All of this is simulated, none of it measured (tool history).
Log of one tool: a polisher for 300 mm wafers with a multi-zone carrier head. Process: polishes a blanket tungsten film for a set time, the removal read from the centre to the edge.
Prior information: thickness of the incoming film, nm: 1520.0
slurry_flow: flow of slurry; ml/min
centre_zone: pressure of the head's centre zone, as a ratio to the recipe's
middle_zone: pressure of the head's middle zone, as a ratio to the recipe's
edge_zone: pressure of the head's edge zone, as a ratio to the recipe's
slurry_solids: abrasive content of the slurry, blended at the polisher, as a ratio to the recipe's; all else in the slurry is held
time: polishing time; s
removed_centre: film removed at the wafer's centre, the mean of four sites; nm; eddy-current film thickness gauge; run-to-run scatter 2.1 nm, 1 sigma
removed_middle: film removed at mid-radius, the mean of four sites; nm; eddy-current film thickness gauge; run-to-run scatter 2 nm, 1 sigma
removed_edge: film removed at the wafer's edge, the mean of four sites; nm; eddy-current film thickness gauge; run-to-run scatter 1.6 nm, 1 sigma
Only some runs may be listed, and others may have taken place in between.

run	hour	slurry_flow	centre_zone	middle_zone	edge_zone	slurry_solids	time	removed_centre	removed_middle	removed_edge
1	0.0	130	1.00	1.00	1.00	1.00	81	365.00	370.11	357.50
2	3.5	110	1.00	1.00	1.00	1.00	81	346.19	355.60	348.38
3	4.4	110	1.00	1.00	1.00	1.00	93	397.22	410.53	397.66
4	5.7	110	0.97	1.00	1.00	1.00	93	383.82	402.79	398.59
5	14.5	130	0.97	1.00	1.00	1.00	93	402.44	427.66	410.20
6	15.6	120	0.97	0.96	0.98	0.90	86	360.14	360.63	366.11
7	19.9	100	0.93	0.86	0.88	0.65	64	216.73	212.54	230.34
8	27.6	100	0.94	0.85	0.88	0.65	64	225.04	212.28	228.78

Expected results for the next run?
9	31.7	95	0.94	0.84	0.88	0.65	64	?	?	?

Run 9 produced removed_centre 216.20 nm, removed_middle 209.83 nm, removed_edge 224.69 nm.
